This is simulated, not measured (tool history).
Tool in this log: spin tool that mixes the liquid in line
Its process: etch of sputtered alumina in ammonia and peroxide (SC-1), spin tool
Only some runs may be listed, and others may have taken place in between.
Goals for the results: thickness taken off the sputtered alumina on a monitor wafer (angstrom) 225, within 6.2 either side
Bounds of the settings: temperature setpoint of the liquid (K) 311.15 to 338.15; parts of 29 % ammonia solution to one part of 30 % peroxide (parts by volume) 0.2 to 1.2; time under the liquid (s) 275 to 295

run,hour,temperature setpoint of the liquid (K),parts of 29 % ammonia solution to one part of 30 % peroxide (parts by volume),time under the liquid (s),thickness taken off the sputtered alumina on a monitor wafer (angstrom)
1,0,322.15,0.7,275,168.17
2,1.8,323.65,0.7,275,181.8
3,5.4,323.65,0.9,275,189.07
4,11.5,323.65,0.75,275,183.1
5,12.6,324.65,0.75,275,194.08
6,18.8,324.65,0.6,275,188.86
7,27.1,325.65,0.6,275,199.4
8,35.9,326.15,0.6,275,203.74
9,41.9,326.65,0.6,275,210.68
10,45.1,327.15,0.6,275,218.42

Which single option among these 4 for the next run brings every result within its allowed miss of target? Just one does.
A,48.3,328.65,0.4,275,?
B,48.3,325.65,0.7,275,?
C,48.3,326.65,0.65,275,?
D,48.3,326.15,0.6,275,?

move,thickness taken off the sputtered alumina on a monitor wafer (angstrom)
A,222.85
B,200.16
C,209.75
D,202.64
A: hits every target within its allowed miss
B: its largest miss is bigger than the last run's
C: its largest miss is bigger than the last run's
D: its largest miss is bigger than the last run's
So the answer is move A, the one that meets all the targets.
